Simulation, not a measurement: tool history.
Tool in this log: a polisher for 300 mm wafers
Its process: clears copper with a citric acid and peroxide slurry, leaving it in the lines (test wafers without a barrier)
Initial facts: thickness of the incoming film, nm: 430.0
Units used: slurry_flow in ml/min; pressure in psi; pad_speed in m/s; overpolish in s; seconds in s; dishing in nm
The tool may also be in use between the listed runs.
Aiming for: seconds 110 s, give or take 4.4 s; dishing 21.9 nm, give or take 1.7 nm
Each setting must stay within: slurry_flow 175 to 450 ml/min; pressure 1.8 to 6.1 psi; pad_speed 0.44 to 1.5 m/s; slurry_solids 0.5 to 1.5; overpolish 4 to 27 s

Run 1, day 0: slurry_flow 290 ml/min, pressure 3.9 psi, pad_speed 0.96 m/s, slurry_solids 1, overpolish 14 s. Result: seconds 177.24 s, dishing 16.542 nm.
Run 2, day 0.183: slurry_flow 290 ml/min, pressure 3.9 psi, pad_speed 0.96 m/s, slurry_solids 1, overpolish 19 s. Result: seconds 178.05 s, dishing 19.032 nm.
Run 3, day 0.321: slurry_flow 290 ml/min, pressure 3.9 psi, pad_speed 0.96 m/s, slurry_solids 0.8, overpolish 19 s. Result: seconds 185.87 s, dishing 18.518 nm.
Run 4, day 0.533: slurry_flow 290 ml/min, pressure 3.9 psi, pad_speed 0.84 m/s, slurry_solids 0.8, overpolish 19 s. Result: seconds 204.27 s, dishing 18.059 nm.
Run 5, day 0.771: slurry_flow 290 ml/min, pressure 4.2 psi, pad_speed 0.86 m/s, slurry_solids 0.8, overpolish 19 s. Result: seconds 189.43 s, dishing 19.126 nm.
Run 6, day 0.992: slurry_flow 290 ml/min, pressure 4.2 psi, pad_speed 0.68 m/s, slurry_solids 0.8, overpolish 19 s. Result: seconds 229.87 s, dishing 16.948 nm.
Run 7, day 1.304: slurry_flow 290 ml/min, pressure 4.4 psi, pad_speed 0.72 m/s, slurry_solids 0.8, overpolish 18 s. Result: seconds 202.32 s, dishing 17.147 nm.
Run 8, day 1.462: slurry_flow 290 ml/min, pressure 4.6 psi, pad_speed 0.74 m/s, slurry_solids 0.8, overpolish 18 s. Result: seconds 195.06 s, dishing 17.776 nm.
Run 9, day 1.646: slurry_flow 290 ml/min, pressure 4.8 psi, pad_speed 0.78 m/s, slurry_solids 0.8, overpolish 18 s. Result: seconds 181.37 s, dishing 18.199 nm.
Run 10, day 2: slurry_flow 290 ml/min, pressure 5 psi, pad_speed 0.82 m/s, slurry_solids 0.8, overpolish 18 s. Result: seconds 165.84 s, dishing 19.411 nm.
Run 11, day 2.046: slurry_flow 290 ml/min, pressure 5.1 psi, pad_speed 0.84 m/s, slurry_solids 0.8, overpolish 18 s. Result: seconds 161.69 s, dishing 19.845 nm.
Run 12, day 2.288: slurry_flow 290 ml/min, pressure 5.2 psi, pad_speed 0.86 m/s, slurry_solids 0.8, overpolish 18 s. Result: seconds 155.11 s, dishing 19.628 nm.
Run 13, day 2.458: slurry_flow 290 ml/min, pressure 5.3 psi, pad_speed 0.88 m/s, slurry_solids 0.8, overpolish 18 s. Result: seconds 148.92 s, dishing 19.354 nm.
Run 14, day 2.758: slurry_flow 290 ml/min, pressure 5.4 psi, pad_speed 0.9 m/s, slurry_solids 0.8, overpolish 18 s. Result: seconds 143.63 s, dishing 20.651 nm.
Run 15, day 2.942: slurry_flow 290 ml/min, pressure 5.5 psi, pad_speed 0.92 m/s, slurry_solids 0.8, overpolish 18 s. Result: seconds 139.05 s, dishing 19.57 nm.
Run 16, day 3.254: slurry_flow 290 ml/min, pressure 5.6 psi, pad_speed 0.94 m/s, slurry_solids 0.8, overpolish 18 s. Result: seconds 130.47 s, dishing 20.773 nm.
Run 17, day 3.392: slurry_flow 290 ml/min, pressure 5.7 psi, pad_speed 0.94 m/s, slurry_solids 0.8, overpolish 18 s. Result: seconds 128.6 s, dishing 20.667 nm.
Run 18, day 3.596: slurry_flow 290 ml/min, pressure 5.8 psi, pad_speed 0.94 m/s, slurry_solids 0.8, overpolish 18 s. Result: seconds 130.73 s, dishing 21.005 nm.

Which of these 5 next moves meets every target?
Run A, day 3.8: slurry_flow 245 ml/min, pressure 5.8 psi, pad_speed 1.12 m/s, slurry_solids 0.85, overpolish 18 s. Result: seconds ?, dishing ?.
Run B, day 3.8: slurry_flow 285 ml/min, pressure 6.1 psi, pad_speed 1.08 m/s, slurry_solids 0.7, overpolish 10 s. Result: seconds ?, dishing ?.
Run C, day 3.8: slurry_flow 185 ml/min, pressure 6.1 psi, pad_speed 1.4 m/s, slurry_solids 0.5, overpolish 15 s. Result: seconds ?, dishing ?.
Run D, day 3.8: slurry_flow 420 ml/min, pressure 6 psi, pad_speed 0.92 m/s, slurry_solids 1, overpolish 20 s. Result: seconds ?, dishing ?.
Run E, day 3.8: slurry_flow 350 ml/min, pressure 5.1 psi, pad_speed 1.1 m/s, slurry_solids 0.8, overpolish 22 s. Result: seconds ?, dishing ?.

move  seconds  dishing
   A   109.62   20.983
   B   110.12   17.334
   C    96.42    20.74
   D   117.01   21.193
   E    124.3   21.221
A: all results in spec
B: the furthest-off result lands on target, but another misses its tolerance
C: pushes the last run's worst result past its target
D: closes in on the targets versus the last run, not all within tolerance yet
E: closes in on the targets versus the last run, not all within tolerance yet
The move that meets every target is A.
